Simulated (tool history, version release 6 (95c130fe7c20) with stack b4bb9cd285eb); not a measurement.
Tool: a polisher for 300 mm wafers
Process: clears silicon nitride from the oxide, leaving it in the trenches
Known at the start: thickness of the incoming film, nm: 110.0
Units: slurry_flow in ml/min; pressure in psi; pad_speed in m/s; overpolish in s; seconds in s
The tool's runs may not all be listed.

run 1 hour=0.0 | slurry_flow=195 pressure=2.8 pad_speed=1.24 overpolish=43 | seconds=87.828
run 2 hour=2.6 | slurry_flow=235 pressure=2.8 pad_speed=1.24 overpolish=43 | seconds=86.110
run 3 hour=10.6 | slurry_flow=235 pressure=2.8 pad_speed=1.50 overpolish=43 | seconds=71.678
run 4 hour=14.0 | slurry_flow=235 pressure=2.6 pad_speed=1.48 overpolish=43 | seconds=77.505
run 5 hour=18.0 | slurry_flow=195 pressure=2.6 pad_speed=1.48 overpolish=43 | seconds=77.440
run 6 hour=22.2 | slurry_flow=195 pressure=2.5 pad_speed=1.46 overpolish=43 | seconds=82.818
run 7 hour=30.8 | slurry_flow=195 pressure=2.4 pad_speed=1.44 overpolish=43 | seconds=86.613
run 8 hour=33.9 | slurry_flow=195 pressure=2.3 pad_speed=1.42 overpolish=43 | seconds=91.367
run 9 hour=35.6 | slurry_flow=195 pressure=2.2 pad_speed=1.42 overpolish=43 | seconds=94.888

Forecast run 10:
run 10 hour=38.8 | slurry_flow=190 pressure=1.4 pad_speed=1.36 overpolish=43 | seconds=?

seconds: 145.190 s

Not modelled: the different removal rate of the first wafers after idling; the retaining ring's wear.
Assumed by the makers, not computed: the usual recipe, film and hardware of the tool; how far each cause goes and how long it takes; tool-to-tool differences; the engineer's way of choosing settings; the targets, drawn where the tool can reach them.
